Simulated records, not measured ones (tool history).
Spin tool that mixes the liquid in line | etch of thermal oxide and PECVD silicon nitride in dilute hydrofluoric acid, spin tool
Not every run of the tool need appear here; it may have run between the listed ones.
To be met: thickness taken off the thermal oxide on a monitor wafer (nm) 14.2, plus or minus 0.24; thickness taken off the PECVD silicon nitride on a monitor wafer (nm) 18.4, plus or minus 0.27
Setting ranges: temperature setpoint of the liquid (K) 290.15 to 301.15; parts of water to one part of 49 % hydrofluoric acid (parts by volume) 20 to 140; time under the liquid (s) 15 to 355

| run | hour | temperature setpoint of the liquid (K) | parts of water to one part of 49 % hydrofluoric acid (parts by volume) | time under the liquid (s) | thickness taken off the thermal oxide on a monitor wafer (nm) | thickness taken off the PECVD silicon nitride on a monitor wafer (nm) |
|---|---|---|---|---|---|---|
| 1 | 0 | 293.15 | 75 | 180 | 9.6841 | 11.014 |
| 2 | 3.3 | 293.15 | 100 | 180 | 7.0628 | 8.373 |
| 3 | 10.9 | 293.15 | 100 | 155 | 6.0986 | 7.1811 |
| 4 | 12.4 | 291.15 | 100 | 155 | 5.6043 | 6.2644 |
| 5 | 17.8 | 290.15 | 100 | 155 | 5.3777 | 5.8665 |
| 6 | 22.5 | 290.15 | 100 | 215 | 7.4515 | 8.1138 |
| 7 | 31 | 294.15 | 70 | 205 | 12.346 | 14.364 |
| 8 | 39.3 | 295.15 | 70 | 205 | 12.888 | 15.48 |
| 9 | 46.1 | 296.15 | 70 | 205 | 13.321 | 16.52 |
| 10 | 48.1 | 298.15 | 70 | 205 | 14.603 | 18.729 |
| 11 | 49.6 | 298.15 | 75 | 205 | 13.494 | 17.61 |
| 12 | 54.3 | 298.15 | 70 | 205 | 14.587 | 18.898 |

Which single option among these 4 for the next run brings every result within its allowed miss of target? Just one does.
| A | 59 | 297.65 | 70 | 215 | ? | ? |
| B | 59 | 297.15 | 60 | 185 | ? | ? |
| C | 59 | 298.65 | 60 | 160 | ? | ? |
| D | 59 | 297.65 | 80 | 235 | ? | ? |

| move | thickness taken off the thermal oxide on a monitor wafer (nm) | thickness taken off the PECVD silicon nitride on a monitor wafer (nm) |
|---|---|---|
| A | 15.073 | 19.144 |
| B | 15.022 | 18.539 |
| C | 13.808 | 17.722 |
| D | 14.231 | 18.345 |
A: the biggest miss grows against the last run
B: gets the furthest-off result to its target, but another result is out of tolerance
C: takes the result that was furthest off past its target
D: all results in spec
Move D is the one to make.

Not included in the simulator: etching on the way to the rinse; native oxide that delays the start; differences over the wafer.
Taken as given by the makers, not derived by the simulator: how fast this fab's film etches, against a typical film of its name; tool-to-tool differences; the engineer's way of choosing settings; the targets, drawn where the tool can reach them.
